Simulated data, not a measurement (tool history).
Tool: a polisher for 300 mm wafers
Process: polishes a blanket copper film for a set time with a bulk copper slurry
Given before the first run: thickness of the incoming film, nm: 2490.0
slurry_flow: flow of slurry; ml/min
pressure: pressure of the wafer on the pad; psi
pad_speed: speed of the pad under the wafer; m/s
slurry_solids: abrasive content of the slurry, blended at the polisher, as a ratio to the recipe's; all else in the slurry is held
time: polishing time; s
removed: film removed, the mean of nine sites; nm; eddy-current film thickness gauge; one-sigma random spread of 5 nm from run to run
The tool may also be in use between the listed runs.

{"run": 1, "hour": 0.0, "slurry_flow": 225, "pressure": 3.2, "pad_speed": 1.28, "slurry_solids": 1.0, "time": 74, "removed": 975.9}
{"run": 2, "hour": 1.4, "slurry_flow": 225, "pressure": 2.7, "pad_speed": 1.22, "slurry_solids": 1.0, "time": 74, "removed": 796.82}
{"run": 3, "hour": 7.5, "slurry_flow": 225, "pressure": 2.0, "pad_speed": 1.22, "slurry_solids": 1.0, "time": 74, "removed": 594.86}
{"run": 4, "hour": 9.6, "slurry_flow": 225, "pressure": 2.7, "pad_speed": 1.22, "slurry_solids": 1.0, "time": 74, "removed": 783.7}
{"run": 5, "hour": 17.8, "slurry_flow": 225, "pressure": 2.7, "pad_speed": 1.22, "slurry_solids": 1.0, "time": 74, "removed": 791.1}
{"run": 6, "hour": 25.6, "slurry_flow": 225, "pressure": 2.4, "pad_speed": 1.22, "slurry_solids": 1.0, "time": 74, "removed": 707.66}
{"run": 7, "hour": 29.0, "slurry_flow": 225, "pressure": 2.1, "pad_speed": 1.2, "slurry_solids": 1.0, "time": 74, "removed": 605.99}

Estimate the outcome of run 8 from the log above:
{"run": 8, "hour": 36.1, "slurry_flow": 225, "pressure": 1.9, "pad_speed": 1.2, "slurry_solids": 1.0, "time": 74, "removed": "?"}

Run 8 gave removed 559.20 nm.
